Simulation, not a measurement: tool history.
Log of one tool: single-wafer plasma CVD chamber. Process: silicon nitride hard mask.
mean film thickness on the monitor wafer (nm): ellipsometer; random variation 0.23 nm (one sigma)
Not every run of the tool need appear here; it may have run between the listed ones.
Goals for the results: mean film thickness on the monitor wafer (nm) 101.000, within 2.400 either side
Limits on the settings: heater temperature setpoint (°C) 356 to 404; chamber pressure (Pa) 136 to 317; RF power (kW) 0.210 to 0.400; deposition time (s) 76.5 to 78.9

| run | day | heater temperature setpoint (°C) | chamber pressure (Pa) | RF power (kW) | deposition time (s) | mean film thickness on the monitor wafer (nm) |
|---|---|---|---|---|---|---|
| 1 | 0.000 | 380 | 227 | 0.305 | 76.5 | 90.248 |
| 2 | 0.192 | 380 | 245 | 0.310 | 76.6 | 93.523 |
| 3 | 0.558 | 380 | 285 | 0.310 | 76.6 | 97.128 |
| 4 | 0.850 | 389 | 285 | 0.310 | 76.6 | 96.362 |
| 5 | 1.071 | 389 | 285 | 0.285 | 76.6 | 90.266 |
| 6 | 1.100 | 389 | 292 | 0.295 | 76.8 | 93.598 |
| 7 | 1.212 | 389 | 297 | 0.305 | 76.9 | 97.006 |
| 8 | 1.521 | 389 | 301 | 0.310 | 76.9 | 98.314 |

4 candidate next runs follow, results not yet known. Just one meets every target within its allowed miss. Identify it.
| A | 1.829 | 397 | 293 | 0.325 | 77.5 | ? |
| B | 1.829 | 390 | 317 | 0.295 | 76.5 | ? |
| C | 1.829 | 374 | 265 | 0.305 | 76.5 | ? |
| D | 1.829 | 393 | 316 | 0.290 | 78.9 | ? |

| move | mean film thickness on the monitor wafer (nm) |
|---|---|
| A | 101.570 |
| B | 95.127 |
| C | 94.218 |
| D | 96.531 |
A: hits every target within its allowed miss
B: further off than the last run
C: further off than the last run
D: further off than the last run
So the answer is move A, the one that meets all the targets.
